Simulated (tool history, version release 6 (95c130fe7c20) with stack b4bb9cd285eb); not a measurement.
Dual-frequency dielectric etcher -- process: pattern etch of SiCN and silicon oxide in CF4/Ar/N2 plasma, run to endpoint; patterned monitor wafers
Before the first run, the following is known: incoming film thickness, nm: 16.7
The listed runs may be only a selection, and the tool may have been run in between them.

{"run": 1, "hour": 0.0, "source power (W)": 540, "bias power (W)": 92, "Ar flow (sccm)": 109, "CF4 flow (sccm)": 44, "endpoint time (s)": 16.681}
{"run": 2, "hour": 4.2, "source power (W)": 490, "bias power (W)": 91, "Ar flow (sccm)": 109, "CF4 flow (sccm)": 44, "endpoint time (s)": 18.007}
{"run": 3, "hour": 10.7, "source power (W)": 490, "bias power (W)": 98, "Ar flow (sccm)": 109, "CF4 flow (sccm)": 44, "endpoint time (s)": 17.501}
{"run": 4, "hour": 15.6, "source power (W)": 540, "bias power (W)": 98, "Ar flow (sccm)": 109, "CF4 flow (sccm)": 44, "endpoint time (s)": 16.507}
{"run": 5, "hour": 18.0, "source power (W)": 480, "bias power (W)": 96, "Ar flow (sccm)": 110, "CF4 flow (sccm)": 44, "endpoint time (s)": 17.944}
{"run": 6, "hour": 18.7, "source power (W)": 440, "bias power (W)": 95, "Ar flow (sccm)": 110, "CF4 flow (sccm)": 44, "endpoint time (s)": 19.325}
{"run": 7, "hour": 26.2, "source power (W)": 420, "bias power (W)": 94, "Ar flow (sccm)": 110, "CF4 flow (sccm)": 44, "endpoint time (s)": 19.885}
{"run": 8, "hour": 35.1, "source power (W)": 400, "bias power (W)": 94, "Ar flow (sccm)": 110, "CF4 flow (sccm)": 44, "endpoint time (s)": 20.284}

The next listed run, before its measurement:
{"run": 9, "hour": 38.8, "source power (W)": 380, "bias power (W)": 94, "Ar flow (sccm)": 110, "CF4 flow (sccm)": 44, "endpoint time (s)": "?"}

endpoint time (s): 21.450
